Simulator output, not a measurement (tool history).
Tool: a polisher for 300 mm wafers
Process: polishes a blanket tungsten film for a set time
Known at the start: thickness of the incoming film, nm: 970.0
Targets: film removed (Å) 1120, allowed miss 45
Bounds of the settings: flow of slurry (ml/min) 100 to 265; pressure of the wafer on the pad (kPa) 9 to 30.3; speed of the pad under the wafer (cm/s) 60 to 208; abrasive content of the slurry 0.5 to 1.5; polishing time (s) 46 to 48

run	hour	flow of slurry (ml/min)	pressure of the wafer on the pad (kPa)	speed of the pad under the wafer (cm/s)	abrasive content of the slurry	polishing time (s)	film removed (Å)
1	0	170	19.3	134	1	46	2527.2
2	8.3	170	17.9	128	1	46	2281
3	11.6	170	17.9	128	1	46	2256.3
4	12.5	170	16.5	124	1	46	2045.1
5	15.9	170	16.5	124	0.8	46	2021.4
6	23.4	170	15.2	120	0.8	46	1857.8
7	32.2	170	14.5	116	0.8	46	1690.5
8	35.1	170	13.8	114	0.8	46	1603.9
9	38.1	170	13.1	112	0.8	46	1516.2

4 next moves are on the table. One of them brings every result within its allowed miss. Which?
A	41.1	120	15.2	60	0.95	46	?
B	41.1	225	14.5	60	0.75	46	?
C	41.1	100	13.1	82	0.8	46	?
D	41.1	170	9.7	138	0.75	46	?

move	film removed (Å)
A	1194.4
B	1217.8
C	1115.8
D	1241.1
A: nearer than the last run, and not there yet
B: nearer than the last run, and not there yet
C: meets every target
D: nearer than the last run, and not there yet
Move C is the one to make.
